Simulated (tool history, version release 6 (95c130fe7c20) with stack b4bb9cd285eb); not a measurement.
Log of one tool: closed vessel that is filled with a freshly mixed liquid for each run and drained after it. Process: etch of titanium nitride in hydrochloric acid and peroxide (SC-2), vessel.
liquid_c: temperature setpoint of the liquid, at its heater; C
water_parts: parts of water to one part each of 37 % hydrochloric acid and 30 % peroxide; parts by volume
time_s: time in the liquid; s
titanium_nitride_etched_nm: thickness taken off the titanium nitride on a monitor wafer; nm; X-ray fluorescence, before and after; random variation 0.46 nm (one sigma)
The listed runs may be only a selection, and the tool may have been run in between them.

run 1 hour=0 | liquid_c=58 water_parts=12 time_s=1415 | titanium_nitride_etched_nm=56.888
run 2 hour=7 | liquid_c=58 water_parts=14.5 time_s=1415 | titanium_nitride_etched_nm=47.978
run 3 hour=7.8 | liquid_c=65 water_parts=14.5 time_s=1415 | titanium_nitride_etched_nm=74.187
run 4 hour=11.6 | liquid_c=65 water_parts=10 time_s=1415 | titanium_nitride_etched_nm=100.69
run 5 hour=18.7 | liquid_c=63 water_parts=10 time_s=1415 | titanium_nitride_etched_nm=91.762
run 6 hour=23.1 | liquid_c=63 water_parts=8 time_s=1415 | titanium_nitride_etched_nm=110.12
run 7 hour=23.7 | liquid_c=60.5 water_parts=8 time_s=1415 | titanium_nitride_etched_nm=93.748

Forecast run 8:
run 8 hour=31.8 | liquid_c=52.5 water_parts=8 time_s=1415 | titanium_nitride_etched_nm=?

Run 8 measured titanium_nitride_etched_nm 55.921 nm.
